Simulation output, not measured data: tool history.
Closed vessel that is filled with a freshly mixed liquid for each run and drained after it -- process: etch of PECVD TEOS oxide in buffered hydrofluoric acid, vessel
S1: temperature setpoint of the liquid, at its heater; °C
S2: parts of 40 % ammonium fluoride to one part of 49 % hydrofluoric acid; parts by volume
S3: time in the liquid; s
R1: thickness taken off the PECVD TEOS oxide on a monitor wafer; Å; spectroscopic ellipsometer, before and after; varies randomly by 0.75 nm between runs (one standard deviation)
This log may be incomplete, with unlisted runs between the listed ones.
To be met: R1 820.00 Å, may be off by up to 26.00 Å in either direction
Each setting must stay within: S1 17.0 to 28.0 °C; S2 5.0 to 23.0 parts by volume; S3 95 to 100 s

{"run": 1, "hour": 0.0, "S1": 20.0, "S2": 14.0, "S3": 95, "R1": 1342.9}
{"run": 2, "hour": 6.6, "S1": 19.0, "S2": 15.0, "S3": 95, "R1": 1160.7}
{"run": 3, "hour": 7.7, "S1": 18.5, "S2": 16.0, "S3": 95, "R1": 1062.0}
{"run": 4, "hour": 9.3, "S1": 17.0, "S2": 16.0, "S3": 95, "R1": 974.02}
{"run": 5, "hour": 10.0, "S1": 17.0, "S2": 16.5, "S3": 95, "R1": 950.37}
{"run": 6, "hour": 17.3, "S1": 17.0, "S2": 17.0, "S3": 95, "R1": 912.01}
{"run": 7, "hour": 22.8, "S1": 17.0, "S2": 17.5, "S3": 95, "R1": 889.53}
{"run": 8, "hour": 23.4, "S1": 17.0, "S2": 18.0, "S3": 95, "R1": 865.33}

Consider the 5 candidate settings below. Which is the only one whose results all fall within their allowed miss of target?
{"run": "A", "hour": 24.0, "S1": 17.0, "S2": 16.5, "S3": 95, "R1": "?"}
{"run": "B", "hour": 24.0, "S1": 17.5, "S2": 19.5, "S3": 95, "R1": "?"}
{"run": "C", "hour": 24.0, "S1": 17.0, "S2": 17.5, "S3": 95, "R1": "?"}
{"run": "D", "hour": 24.0, "S1": 17.0, "S2": 18.5, "S3": 100, "R1": "?"}
{"run": "E", "hour": 24.0, "S1": 17.5, "S2": 18.0, "S3": 100, "R1": "?"}

move=A R1=956.20
move=B R1=834.23
move=C R1=902.25
move=D R1=899.00
move=E R1=950.45
A: further off than the last run
B: all results land within tolerance of their targets
C: further off than the last run
D: further off than the last run
E: further off than the last run
So the answer is move B, the one that meets all the targets.

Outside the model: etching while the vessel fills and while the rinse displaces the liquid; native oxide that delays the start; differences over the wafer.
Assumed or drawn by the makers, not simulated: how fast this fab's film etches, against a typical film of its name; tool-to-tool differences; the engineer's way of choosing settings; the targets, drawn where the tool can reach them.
